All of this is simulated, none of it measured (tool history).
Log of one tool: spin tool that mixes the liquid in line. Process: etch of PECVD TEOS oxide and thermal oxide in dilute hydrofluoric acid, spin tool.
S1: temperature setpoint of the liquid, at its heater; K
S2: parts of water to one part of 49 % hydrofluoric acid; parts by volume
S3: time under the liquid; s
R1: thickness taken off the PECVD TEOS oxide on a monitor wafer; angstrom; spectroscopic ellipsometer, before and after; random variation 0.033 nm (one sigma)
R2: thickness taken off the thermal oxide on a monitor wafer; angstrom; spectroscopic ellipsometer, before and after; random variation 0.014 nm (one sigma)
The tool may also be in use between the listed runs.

run  hour      S1   S2   S3      R1      R2
  1   0.0  294.15  215  160  64.848  25.565
  2   3.0  293.65  230  160  58.982  23.512
  3   3.9  296.65  230  160  65.592  26.254
  4   9.4  295.65  245  160  59.015  23.397
  5  10.1  295.65  245  195  71.226  28.776
  6  12.4  294.65  265  195  64.255  25.220

The next listed run, before its measurement:
  7  14.7  297.65  355  185   ?   ?

{"run 7": {"R1": 45.004, "R2": 17.98}}
